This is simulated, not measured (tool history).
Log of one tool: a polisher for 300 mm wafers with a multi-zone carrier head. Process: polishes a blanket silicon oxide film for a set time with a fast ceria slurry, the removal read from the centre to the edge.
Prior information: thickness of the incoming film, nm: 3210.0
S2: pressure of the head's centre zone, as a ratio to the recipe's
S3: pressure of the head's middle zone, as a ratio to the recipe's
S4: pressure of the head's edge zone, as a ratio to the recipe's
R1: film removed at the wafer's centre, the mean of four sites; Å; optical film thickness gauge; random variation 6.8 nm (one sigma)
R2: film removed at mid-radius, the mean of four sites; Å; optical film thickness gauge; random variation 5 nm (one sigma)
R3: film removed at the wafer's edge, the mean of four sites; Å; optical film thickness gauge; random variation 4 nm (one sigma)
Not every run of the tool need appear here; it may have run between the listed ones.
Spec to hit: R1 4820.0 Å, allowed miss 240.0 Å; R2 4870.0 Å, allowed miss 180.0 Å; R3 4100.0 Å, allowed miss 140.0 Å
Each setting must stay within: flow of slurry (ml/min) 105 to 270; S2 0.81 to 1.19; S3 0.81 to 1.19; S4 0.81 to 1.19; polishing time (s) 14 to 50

Run 1, hour 0.0: flow of slurry (ml/min) 175, S2 1.00, S3 1.00, S4 1.00, polishing time (s) 32. Result: R1 3158.8 Å, R2 3238.1 Å, R3 3184.9 Å.
Run 2, hour 8.7: flow of slurry (ml/min) 190, S2 1.04, S3 1.05, S4 1.01, polishing time (s) 34. Result: R1 3536.3 Å, R2 3641.0 Å, R3 3420.3 Å.
Run 3, hour 12.5: flow of slurry (ml/min) 190, S2 1.00, S3 1.05, S4 1.01, polishing time (s) 34. Result: R1 3423.4 Å, R2 3651.4 Å, R3 3438.6 Å.
Run 4, hour 17.3: flow of slurry (ml/min) 205, S2 1.05, S3 1.08, S4 1.01, polishing time (s) 36. Result: R1 3853.8 Å, R2 3940.2 Å, R3 3719.1 Å.
Run 5, hour 22.6: flow of slurry (ml/min) 205, S2 1.07, S3 1.11, S4 0.98, polishing time (s) 37. Result: R1 4056.4 Å, R2 4123.1 Å, R3 3760.7 Å.
Run 6, hour 29.4: flow of slurry (ml/min) 210, S2 1.08, S3 1.13, S4 0.95, polishing time (s) 38. Result: R1 4180.9 Å, R2 4396.0 Å, R3 3785.3 Å.
Run 7, hour 30.9: flow of slurry (ml/min) 215, S2 1.10, S3 1.15, S4 0.95, polishing time (s) 39. Result: R1 4330.7 Å, R2 4553.1 Å, R3 3882.6 Å.
Run 8, hour 36.2: flow of slurry (ml/min) 220, S2 1.12, S3 1.16, S4 0.95, polishing time (s) 39. Result: R1 4332.7 Å, R2 4610.5 Å, R3 3901.1 Å.

Of the 5 settings listed for the next run, only one would bring every result within its allowed miss of target. Which one?
Run A, hour 41.5: flow of slurry (ml/min) 210, S2 1.14, S3 1.14, S4 0.91, polishing time (s) 42. Result: R1 ?, R2 ?, R3 ?.
Run B, hour 41.5: flow of slurry (ml/min) 220, S2 1.16, S3 1.08, S4 0.91, polishing time (s) 38. Result: R1 ?, R2 ?, R3 ?.
Run C, hour 41.5: flow of slurry (ml/min) 210, S2 1.18, S3 1.10, S4 0.97, polishing time (s) 41. Result: R1 ?, R2 ?, R3 ?.
Run D, hour 41.5: flow of slurry (ml/min) 230, S2 1.19, S3 0.96, S4 0.97, polishing time (s) 44. Result: R1 ?, R2 ?, R3 ?.
Run E, hour 41.5: flow of slurry (ml/min) 220, S2 1.19, S3 1.10, S4 1.01, polishing time (s) 40. Result: R1 ?, R2 ?, R3 ?.

move      R1      R2      R3
   A  4795.6  4884.4  4151.3
   B  4437.9  4246.7  3777.7
   C  4827.3  4622.8  4177.7
   D  5288.9  4476.5  4534.5
   E  4780.7  4539.7  4176.4
A: every result lands within tolerance
B: the biggest miss grows against the last run
C: puts the biggest miss on target and leaves a different result outside tolerance
D: moves the result that the last run missed by most past its target, out the other side
E: puts the biggest miss on target and leaves a different result outside tolerance
So the answer is move A, the one that meets all the targets.
